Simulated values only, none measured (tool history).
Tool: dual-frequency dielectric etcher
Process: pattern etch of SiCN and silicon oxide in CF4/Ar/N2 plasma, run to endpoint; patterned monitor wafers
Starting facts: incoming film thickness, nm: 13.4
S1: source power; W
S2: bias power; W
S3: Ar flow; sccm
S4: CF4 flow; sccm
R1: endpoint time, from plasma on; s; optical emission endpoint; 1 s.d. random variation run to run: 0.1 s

run	hour	S1	S2	S3	S4	R1
1	0	520	56	104	66	14.839
2	5	520	56	112	66	15.019
3	8.1	520	60	112	66	14.972
4	9.8	520	66	112	66	14.558
5	12.7	480	66	112	66	15.292
6	14.6	490	66	112	66	15.342

Run 7 is up next; what results do you expect?
7	18.3	500	66	112	66	?

{"run 7": {"R1": 15.004}}
